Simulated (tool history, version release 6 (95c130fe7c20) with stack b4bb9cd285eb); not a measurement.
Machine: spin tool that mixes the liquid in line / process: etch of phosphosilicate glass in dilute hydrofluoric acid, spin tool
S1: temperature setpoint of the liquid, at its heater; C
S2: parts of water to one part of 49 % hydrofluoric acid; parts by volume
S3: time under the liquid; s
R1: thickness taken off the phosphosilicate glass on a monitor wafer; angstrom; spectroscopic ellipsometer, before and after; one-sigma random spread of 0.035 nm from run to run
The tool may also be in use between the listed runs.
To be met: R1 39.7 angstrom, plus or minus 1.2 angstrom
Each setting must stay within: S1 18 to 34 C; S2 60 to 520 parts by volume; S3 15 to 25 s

run	hour	S1	S2	S3	R1
1	0	26	290	25	42.437
2	6.6	26	195	25	70.517
3	13.7	24	215	25	58.368
4	15.7	24	215	25	59.388
5	16.6	25.5	215	25	62.178
6	20.2	28.5	215	25	68.321
7	22.5	28.5	215	25	69.403
8	26.7	25.5	230	25	57.075
9	33	23.5	240	25	49.856
10	39.3	22	240	25	47.395
11	41.4	21	240	25	46.721
12	49.2	20	245	25	43.248
13	58.2	19.5	245	25	42.63
14	61.1	19	245	25	41.678

Next run, 5 choices. One meets every target within its allowed miss, the rest don't. Which?
A	64	21	285	25	?
B	64	18.5	225	25	?
C	64	20.5	265	25	?
D	64	18	225	25	?
E	64	20.5	285	25	?

move	R1
A	37.471
B	45.88
C	40.363
D	45.007
E	36.803
A: carries the result that was furthest off beyond its target, to the other side
B: the biggest miss grows against the last run
C: in spec on every target
D: the biggest miss grows against the last run
E: carries the result that was furthest off beyond its target, to the other side
Move C is the one to make.
